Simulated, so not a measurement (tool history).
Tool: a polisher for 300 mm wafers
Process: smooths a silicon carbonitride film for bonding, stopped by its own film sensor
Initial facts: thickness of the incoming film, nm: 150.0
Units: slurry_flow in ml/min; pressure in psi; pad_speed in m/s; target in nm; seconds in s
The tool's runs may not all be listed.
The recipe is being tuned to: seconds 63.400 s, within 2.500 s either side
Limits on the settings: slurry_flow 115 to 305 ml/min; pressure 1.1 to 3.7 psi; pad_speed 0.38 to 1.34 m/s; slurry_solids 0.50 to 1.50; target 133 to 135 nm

run    day  slurry_flow  pressure  pad_speed  slurry_solids  target  seconds
  1  0.000          195       2.4       0.86           1.00     133   51.238
  2  0.154          195       2.3       0.86           1.00     133   53.128
  3  0.383          195       2.2       0.86           1.00     133   55.767
  4  0.571          195       2.6       0.86           1.00     133   46.774
  5  0.600          195       2.6       0.86           1.00     133   46.889
  6  0.921          195       2.9       0.86           1.00     133   42.388
  7  1.067          190       2.3       0.82           1.00     133   56.736
  8  1.108          180       2.3       0.82           1.00     133   56.559
  9  1.321          175       2.2       0.82           1.00     133   59.076
 10  1.517          170       2.2       0.82           1.00     133   59.630
 11  1.733          165       2.2       0.82           1.00     133   59.026

Which one of the following 4 next-run settings gets every result inside its allowed miss? There is exactly one.
  A  1.950          120       2.2       0.72           1.00     133        ?
  B  1.950          170       2.6       0.46           1.10     134        ?
  C  1.950          165       2.4       0.62           0.95     135        ?
  D  1.950          160       2.0       0.74           0.95     134        ?

move  seconds
   A   70.443
   B   70.801
   C   62.055
   D   68.923
A: the result that was furthest off in the last run now lies on the other side of its target
B: the result that was furthest off in the last run now lies on the other side of its target
C: meets every target
D: the result that was furthest off in the last run now lies on the other side of its target
The right move is C.
